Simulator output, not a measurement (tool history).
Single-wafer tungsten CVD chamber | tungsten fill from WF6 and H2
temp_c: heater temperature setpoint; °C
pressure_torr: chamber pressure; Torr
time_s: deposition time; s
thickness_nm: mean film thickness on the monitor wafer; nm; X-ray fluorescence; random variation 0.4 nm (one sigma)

run  hour  temp_c  pressure_torr  time_s  thickness_nm
  1   0.0     385           31.8    24.3        56.557
  2   3.4     389           32.0    24.3        60.102
  3   4.1     389           32.0    24.3        60.684
  4  10.1     392           32.1    24.3        63.935
  5  18.6     387           32.1    24.3        58.272
  6  24.4     390           32.3    24.3        62.338
  7  32.5     392           32.4    24.3        64.685

The next listed run, before its measurement:
  8  37.9     393           32.5    24.3             ?

Run 8 gave thickness_nm 65.059 nm.

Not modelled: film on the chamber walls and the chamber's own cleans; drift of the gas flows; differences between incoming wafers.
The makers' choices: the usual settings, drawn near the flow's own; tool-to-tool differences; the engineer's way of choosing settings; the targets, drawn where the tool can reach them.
